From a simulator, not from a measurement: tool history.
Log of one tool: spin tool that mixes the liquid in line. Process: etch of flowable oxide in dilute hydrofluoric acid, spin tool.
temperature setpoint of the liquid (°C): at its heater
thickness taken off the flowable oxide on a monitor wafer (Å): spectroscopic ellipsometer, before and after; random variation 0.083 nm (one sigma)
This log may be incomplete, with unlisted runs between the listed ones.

| run | hour | temperature setpoint of the liquid (°C) | parts of water to one part of 49 % hydrofluoric acid (parts by volume) | time under the liquid (s) | thickness taken off the flowable oxide on a monitor wafer (Å) |
|---|---|---|---|---|---|
| 1 | 0.0 | 21.0 | 215 | 300 | 422.50 |
| 2 | 5.4 | 21.0 | 215 | 300 | 421.09 |
| 3 | 12.4 | 21.0 | 215 | 320 | 447.25 |
| 4 | 20.9 | 23.5 | 215 | 320 | 493.65 |
| 5 | 22.7 | 23.5 | 215 | 320 | 491.74 |
| 6 | 26.8 | 23.5 | 285 | 320 | 345.94 |
| 7 | 31.9 | 22.5 | 285 | 320 | 334.25 |

Run 8 is up next; what results do you expect?
| 8 | 39.8 | 21.5 | 285 | 320 | ? |

{"run 8": {"thickness taken off the flowable oxide on a monitor wafer (Å)": 320.37}}

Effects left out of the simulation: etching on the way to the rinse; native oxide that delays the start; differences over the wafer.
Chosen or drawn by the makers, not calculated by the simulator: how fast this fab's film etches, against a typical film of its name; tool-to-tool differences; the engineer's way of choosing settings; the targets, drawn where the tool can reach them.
